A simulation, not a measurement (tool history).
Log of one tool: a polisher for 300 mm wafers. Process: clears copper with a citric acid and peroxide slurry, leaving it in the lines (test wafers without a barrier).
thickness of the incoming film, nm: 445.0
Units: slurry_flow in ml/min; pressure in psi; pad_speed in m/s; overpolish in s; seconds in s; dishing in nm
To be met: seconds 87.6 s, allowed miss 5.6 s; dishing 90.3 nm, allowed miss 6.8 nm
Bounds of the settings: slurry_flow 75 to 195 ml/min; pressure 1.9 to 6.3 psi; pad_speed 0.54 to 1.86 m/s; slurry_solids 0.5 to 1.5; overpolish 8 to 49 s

run,hour,slurry_flow,pressure,pad_speed,slurry_solids,overpolish,seconds,dishing
1,0,125,4.1,1.18,1,25,110.58,73.533
2,4.6,125,4.1,1.18,0.8,25,115.76,69.859
3,5.2,125,4.2,1.18,0.8,25,110.54,69.342
4,7.3,125,4.2,1.18,0.8,20,114.88,58.857
5,8.7,100,4.2,1.18,0.8,20,121.01,54.514
6,16.6,100,4.2,0.92,0.8,20,141.19,46.273
7,21.2,100,4.2,0.92,0.8,20,143.56,50.124
8,25.1,105,4.4,0.92,0.8,21,138.84,52.395
9,31.1,105,4.6,0.94,0.8,21,131.37,53.174
10,32.4,105,4.8,0.94,0.8,22,130.71,57.146
11,35.1,110,5,0.96,0.8,22,118.19,57.433
12,43,115,6,1.02,0.8,33,99.929,95.004
13,44.1,120,6.2,1.06,0.8,30,96.953,95.243

Which of these 5 next moves meets every target?
A,45.2,100,5.6,1.02,0.85,36,?,?
B,45.2,135,6,1.04,0.65,41,?,?
C,45.2,125,5.7,1.04,0.7,37,?,?
D,45.2,120,5.5,0.9,0.65,40,?,?
E,45.2,95,5.6,1.24,1.35,27,?,?

move,seconds,dishing
A,105.03,95.487
B,97.843,110.26
C,101.36,99.967
D,117.3,95.086
E,83.886,91.146
A: further off than the last run
B: further off than the last run
C: further off than the last run
D: further off than the last run
E: meets every target
Move E is the one to make.
